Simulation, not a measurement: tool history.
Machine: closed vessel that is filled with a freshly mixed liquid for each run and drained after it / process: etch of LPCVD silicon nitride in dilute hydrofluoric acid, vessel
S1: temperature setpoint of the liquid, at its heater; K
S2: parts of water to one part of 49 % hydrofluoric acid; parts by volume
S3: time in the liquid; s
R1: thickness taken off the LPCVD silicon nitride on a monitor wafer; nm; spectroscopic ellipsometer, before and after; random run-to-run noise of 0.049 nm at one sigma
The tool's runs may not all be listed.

{"run": 1, "hour": 0.0, "S1": 294.15, "S2": 175, "S3": 2620, "R1": 5.8195}
{"run": 2, "hour": 5.6, "S1": 290.65, "S2": 175, "S3": 2620, "R1": 4.6671}
{"run": 3, "hour": 6.3, "S1": 290.15, "S2": 175, "S3": 2620, "R1": 4.5849}
{"run": 4, "hour": 12.9, "S1": 290.15, "S2": 175, "S3": 2830, "R1": 4.9197}
{"run": 5, "hour": 16.2, "S1": 290.15, "S2": 175, "S3": 2830, "R1": 4.8337}
{"run": 6, "hour": 22.9, "S1": 291.15, "S2": 175, "S3": 2830, "R1": 5.197}
{"run": 7, "hour": 25.4, "S1": 292.15, "S2": 175, "S3": 2830, "R1": 5.5894}
{"run": 8, "hour": 28.7, "S1": 292.65, "S2": 175, "S3": 2830, "R1": 5.7793}

The next listed run, before its measurement:
{"run": 9, "hour": 32.2, "S1": 293.15, "S2": 175, "S3": 2830, "R1": "?"}

R1: 5.9844 nm
